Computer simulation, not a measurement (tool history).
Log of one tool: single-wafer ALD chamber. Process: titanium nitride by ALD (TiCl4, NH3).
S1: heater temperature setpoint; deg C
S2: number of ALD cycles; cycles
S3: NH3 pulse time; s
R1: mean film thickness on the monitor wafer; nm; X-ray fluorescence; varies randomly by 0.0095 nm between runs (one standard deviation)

| run | hour | S1 | S2 | S3 | R1 |
|---|---|---|---|---|---|
| 1 | 0.0 | 380 | 127 | 2.58 | 3.1761 |
| 2 | 4.1 | 380 | 131 | 2.58 | 3.2595 |
| 3 | 11.2 | 374 | 130 | 2.18 | 3.1804 |
| 4 | 14.5 | 374 | 131 | 2.18 | 3.2186 |
| 5 | 15.9 | 370 | 130 | 1.88 | 3.0876 |
| 6 | 20.1 | 369 | 129 | 1.75 | 3.0306 |
| 7 | 22.5 | 368 | 129 | 1.65 | 2.9747 |

For run 8, what comes out?
| 8 | 24.5 | 368 | 129 | 1.62 | ? |

Run 8 came out at R1 3.0102 nm.
